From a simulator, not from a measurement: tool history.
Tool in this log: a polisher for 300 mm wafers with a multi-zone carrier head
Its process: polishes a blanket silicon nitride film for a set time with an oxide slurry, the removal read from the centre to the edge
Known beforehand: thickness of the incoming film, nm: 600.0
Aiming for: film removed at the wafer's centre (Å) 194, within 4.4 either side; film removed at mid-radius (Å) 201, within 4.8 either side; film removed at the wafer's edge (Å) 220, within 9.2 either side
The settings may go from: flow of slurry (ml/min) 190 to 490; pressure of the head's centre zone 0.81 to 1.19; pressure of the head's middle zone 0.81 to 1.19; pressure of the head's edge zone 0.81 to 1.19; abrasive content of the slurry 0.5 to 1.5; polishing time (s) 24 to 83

run  hour  flow of slurry (ml/min)  pressure of the head's centre zone  pressure of the head's middle zone  pressure of the head's edge zone  abrasive content of the slurry  polishing time (s)  film removed at the wafer's centre (Å)  film removed at mid-radius (Å)  film removed at the wafer's edge (Å)
  1     0                      315                                   1                                   1                                 1                               1                  53                                   305.3                          310.32                                315.52
  2   3.1                      310                                0.98                                0.98                              0.98                            0.95                  53                                   290.4                           302.8                                 303.5
  3   8.9                      310                                0.98                                0.98                              0.98                            0.95                  47                                  257.84                          271.11                                268.96
  4  17.8                      310                                0.98                                0.98                              0.93                            0.95                  47                                  260.62                           268.6                                267.28
  5  21.9                      310                                1.03                                0.98                              0.93                            0.95                  47                                  270.84                          267.23                                262.54
  6  30.5                      370                                1.03                                0.98                              0.93                            0.95                  47                                  277.14                          274.66                                272.58
  7  35.5                      355                                1.01                                0.96                              0.93                             0.9                  47                                  267.08                          262.92                                260.76
  8  37.7                      340                                0.99                                0.94                              0.95                            0.85                  47                                  251.74                          250.35                                255.04
  9  41.4                      330                                0.97                                0.92                              0.95                            0.85                  47                                  245.14                           242.7                                252.66
 10  45.2                      320                                0.95                                0.91                              0.94                            0.85                  47                                  241.35                          238.59                                253.13
 11  51.3                      310                                0.93                                 0.9                              0.93                             0.8                  47                                   229.6                          229.96                                245.28
     53.5  -- slurry nozzle cleaned
 12  53.5                      305                                0.92                                0.89                              0.92                             0.8                  47                                  240.61                           243.7                                254.99
 13  57.1                      295                                1.02                                0.99                              1.02                            0.65                  47                                  233.28                          233.15                                241.16
 14    63                      250                                0.92                                0.89                              0.98                             0.5                  46                                  171.38                           174.6                                190.02
 15    68                      270                                0.92                                0.89                              0.99                             0.5                  46                                  171.91                          175.46                                193.05
 16  75.7                      290                                0.92                                 0.9                                 1                             0.5                  46                                  176.29                          176.53                                190.93
 17  79.5                      230                                0.93                                0.96                               1.1                            0.75                  46                                  218.32                          235.39                                259.96

Which single option among these 5 for the next run brings every result within its allowed miss of target? Just one does.
  A  83.3                      210                                0.99                                   1                              1.06                            0.85                  38                                       ?                               ?                                     ?
  B  83.3                      385                                0.94                                1.02                              1.13                             0.5                  48                                       ?                               ?                                     ?
  C  83.3                      190                                0.92                                 0.9                              1.09                            0.75                  45                                       ?                               ?                                     ?
  D  83.3                      195                                1.03                                0.96                               1.1                             0.8                  39                                       ?                               ?                                     ?
  E  83.3                      300                                0.87                                0.87                              0.95                            0.55                  50                                       ?                               ?                                     ?

move  film removed at the wafer's centre (Å)  film removed at mid-radius (Å)  film removed at the wafer's edge (Å)
   A                                  203.84                          210.02                                215.85
   B                                  193.11                          210.86                                216.24
   C                                  206.19                          209.23                                239.54
   D                                  207.32                          199.07                                216.63
   E                                  193.92                          200.32                                216.93
A: nearer than the last run, and not there yet
B: nearer than the last run, and not there yet
C: nearer than the last run, and not there yet
D: the worst result of the last run now meets its target, but another is out of spec
E: every result lands within tolerance
The move that meets every target is E.
